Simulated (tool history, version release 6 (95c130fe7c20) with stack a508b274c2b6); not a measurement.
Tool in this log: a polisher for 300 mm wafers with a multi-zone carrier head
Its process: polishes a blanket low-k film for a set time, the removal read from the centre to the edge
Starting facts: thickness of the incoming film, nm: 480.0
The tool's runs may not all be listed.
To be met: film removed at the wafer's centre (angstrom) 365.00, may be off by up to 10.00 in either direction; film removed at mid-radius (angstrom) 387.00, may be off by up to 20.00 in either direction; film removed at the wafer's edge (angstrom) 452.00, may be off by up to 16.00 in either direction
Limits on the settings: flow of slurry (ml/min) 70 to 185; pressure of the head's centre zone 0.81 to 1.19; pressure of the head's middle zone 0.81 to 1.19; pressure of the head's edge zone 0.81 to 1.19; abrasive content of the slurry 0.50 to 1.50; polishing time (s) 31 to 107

| run | hour | flow of slurry (ml/min) | pressure of the head's centre zone | pressure of the head's middle zone | pressure of the head's edge zone | abrasive content of the slurry | polishing time (s) | film removed at the wafer's centre (angstrom) | film removed at mid-radius (angstrom) | film removed at the wafer's edge (angstrom) |
|---|---|---|---|---|---|---|---|---|---|---|
| 1 | 0.0 | 120 | 1.00 | 1.00 | 1.00 | 1.00 | 69 | 359.75 | 361.71 | 376.82 |
| 2 | 5.7 | 120 | 1.00 | 0.96 | 1.00 | 1.00 | 69 | 361.32 | 357.21 | 376.37 |
| 3 | 11.1 | 120 | 0.99 | 0.96 | 1.02 | 1.00 | 69 | 356.43 | 348.65 | 386.28 |
| 4 | 12.1 | 120 | 0.99 | 0.96 | 1.02 | 1.20 | 69 | 384.73 | 381.77 | 412.44 |
| 5 | 16.4 | 120 | 0.98 | 0.96 | 1.03 | 1.20 | 69 | 381.39 | 375.66 | 418.27 |
| 6 | 20.6 | 120 | 0.98 | 0.96 | 1.07 | 1.20 | 69 | 380.67 | 375.65 | 421.46 |
| 7 | 23.4 | 120 | 0.97 | 0.96 | 1.08 | 1.20 | 69 | 372.64 | 376.88 | 425.35 |
| 8 | 32.0 | 120 | 0.97 | 0.96 | 1.09 | 1.20 | 69 | 373.94 | 378.09 | 423.02 |
| 9 | 33.5 | 120 | 0.96 | 0.96 | 1.10 | 1.20 | 69 | 377.08 | 372.31 | 422.95 |
|  | 34.3 | slurry nozzle cleaned |
| 10 | 34.3 | 120 | 0.96 | 0.96 | 1.10 | 1.20 | 69 | 422.73 | 426.46 | 468.55 |
| 11 | 39.6 | 115 | 0.95 | 0.96 | 1.09 | 1.25 | 69 | 421.11 | 426.21 | 468.99 |
| 12 | 41.2 | 120 | 0.94 | 0.96 | 1.10 | 1.25 | 69 | 428.04 | 425.89 | 467.01 |
| 13 | 45.9 | 115 | 0.95 | 0.96 | 1.11 | 1.25 | 69 | 424.06 | 437.18 | 459.79 |
| 14 | 53.0 | 120 | 0.94 | 0.97 | 1.11 | 1.20 | 69 | 414.05 | 429.27 | 462.96 |
| 15 | 58.2 | 130 | 0.94 | 0.97 | 1.12 | 1.15 | 69 | 420.10 | 424.75 | 462.20 |
| 16 | 65.0 | 120 | 0.94 | 0.96 | 1.13 | 1.15 | 69 | 408.13 | 426.36 | 451.93 |
| 17 | 68.8 | 115 | 0.94 | 0.94 | 1.14 | 1.20 | 68 | 399.57 | 393.70 | 456.06 |
| 18 | 74.8 | 110 | 0.93 | 0.94 | 1.15 | 1.20 | 68 | 394.15 | 389.71 | 466.12 |
| 19 | 81.8 | 105 | 0.93 | 0.94 | 1.14 | 1.20 | 68 | 386.07 | 404.53 | 450.53 |
| 20 | 88.4 | 105 | 0.93 | 0.93 | 1.15 | 1.20 | 68 | 385.14 | 378.83 | 458.72 |
| 21 | 93.4 | 100 | 0.92 | 0.93 | 1.15 | 1.20 | 68 | 373.65 | 379.90 | 450.24 |

Exactly one of the 4 candidate moves below puts every result within its allowed miss. Which one?
| A | 98.4 | 90 | 0.86 | 0.97 | 1.16 | 1.00 | 75 | ? | ? | ? |
| B | 98.4 | 100 | 0.92 | 0.89 | 1.15 | 1.15 | 71 | ? | ? | ? |
| C | 98.4 | 95 | 0.89 | 0.85 | 1.16 | 1.40 | 64 | ? | ? | ? |
| D | 98.4 | 100 | 0.90 | 0.95 | 1.19 | 1.45 | 63 | ? | ? | ? |

| move | film removed at the wafer's centre (angstrom) | film removed at mid-radius (angstrom) | film removed at the wafer's edge (angstrom) |
|---|---|---|---|
| A | 341.72 | 394.13 | 445.45 |
| B | 383.28 | 382.32 | 457.31 |
| C | 353.90 | 352.50 | 442.54 |
| D | 364.20 | 392.02 | 451.72 |
A: moves the result that the last run missed by most past its target, out the other side
B: moves away from the targets compared with the last run
C: moves the result that the last run missed by most past its target, out the other side
D: each result inside its tolerance
So the answer is move D, the one that meets all the targets.

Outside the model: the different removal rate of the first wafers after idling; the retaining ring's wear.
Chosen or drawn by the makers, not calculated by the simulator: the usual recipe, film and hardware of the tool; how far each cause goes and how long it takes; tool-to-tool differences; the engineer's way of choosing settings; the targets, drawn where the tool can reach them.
